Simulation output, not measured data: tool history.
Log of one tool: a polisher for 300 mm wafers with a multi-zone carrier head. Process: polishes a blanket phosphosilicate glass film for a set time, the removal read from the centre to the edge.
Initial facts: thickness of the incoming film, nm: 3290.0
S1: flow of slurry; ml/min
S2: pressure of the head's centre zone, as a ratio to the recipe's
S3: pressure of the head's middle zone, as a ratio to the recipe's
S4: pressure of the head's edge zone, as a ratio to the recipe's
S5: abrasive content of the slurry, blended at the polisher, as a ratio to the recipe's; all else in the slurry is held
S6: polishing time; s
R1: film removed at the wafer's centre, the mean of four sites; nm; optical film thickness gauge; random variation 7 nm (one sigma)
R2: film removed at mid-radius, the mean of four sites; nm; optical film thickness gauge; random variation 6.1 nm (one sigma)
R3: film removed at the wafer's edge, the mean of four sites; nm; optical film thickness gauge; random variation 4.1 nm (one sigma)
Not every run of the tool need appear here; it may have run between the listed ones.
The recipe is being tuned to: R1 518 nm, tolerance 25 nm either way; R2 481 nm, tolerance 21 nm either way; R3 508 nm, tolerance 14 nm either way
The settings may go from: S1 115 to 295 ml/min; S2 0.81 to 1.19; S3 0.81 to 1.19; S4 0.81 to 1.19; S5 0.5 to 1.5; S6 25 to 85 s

| run | day | S1 | S2 | S3 | S4 | S5 | S6 | R1 | R2 | R3 |
|---|---|---|---|---|---|---|---|---|---|---|
| 1 | 0 | 190 | 1 | 1 | 1 | 1 | 55 | 385.69 | 387.24 | 399.68 |
| 2 | 0.05 | 190 | 1 | 1 | 0.96 | 1 | 55 | 382.02 | 381.43 | 392.42 |
| 3 | 0.388 | 190 | 1 | 1 | 0.96 | 0.9 | 55 | 370.85 | 369.76 | 370.89 |
| 4 | 0.554 | 190 | 1 | 1 | 0.92 | 0.9 | 55 | 370.42 | 363.02 | 364.21 |
| 5 | 0.729 | 195 | 1.01 | 1 | 0.94 | 0.95 | 55 | 379.77 | 384.58 | 379.93 |
| 6 | 0.821 | 200 | 1.03 | 0.99 | 0.96 | 1 | 55 | 395.25 | 391.96 | 398.69 |
| 7 | 1.125 | 200 | 1.05 | 0.99 | 0.97 | 1 | 55 | 421.3 | 382.25 | 390.06 |
| 8 | 1.483 | 205 | 1.05 | 0.99 | 0.98 | 1.05 | 55 | 434.64 | 401.43 | 403.63 |
| 9 | 1.738 | 210 | 1.05 | 0.99 | 0.99 | 1.1 | 55 | 445.69 | 408.41 | 420.73 |

Which single option among these 5 for the next run brings every result within its allowed miss of target? Just one does.
| A | 1.992 | 220 | 1.14 | 0.82 | 1 | 1.25 | 67 | ? | ? | ? |
| B | 1.992 | 225 | 1.13 | 1.1 | 0.93 | 0.95 | 44 | ? | ? | ? |
| C | 1.992 | 235 | 1.03 | 0.94 | 0.95 | 1.45 | 59 | ? | ? | ? |
| D | 1.992 | 230 | 1.12 | 1.19 | 0.85 | 0.85 | 59 | ? | ? | ? |
| E | 1.992 | 155 | 0.93 | 1.04 | 1.19 | 1.35 | 63 | ? | ? | ? |

| move | R1 | R2 | R3 |
|---|---|---|---|
| A | 621.41 | 452.23 | 546.1 |
| B | 358.38 | 335.77 | 304.94 |
| C | 529.21 | 477.01 | 499.97 |
| D | 451.11 | 455.98 | 370.67 |
| E | 464.53 | 508.62 | 555.46 |
A: carries the result that was furthest off beyond its target, to the other side
B: moves away from the targets compared with the last run
C: each result inside its tolerance
D: moves away from the targets compared with the last run
E: carries the result that was furthest off beyond its target, to the other side
Answer: C
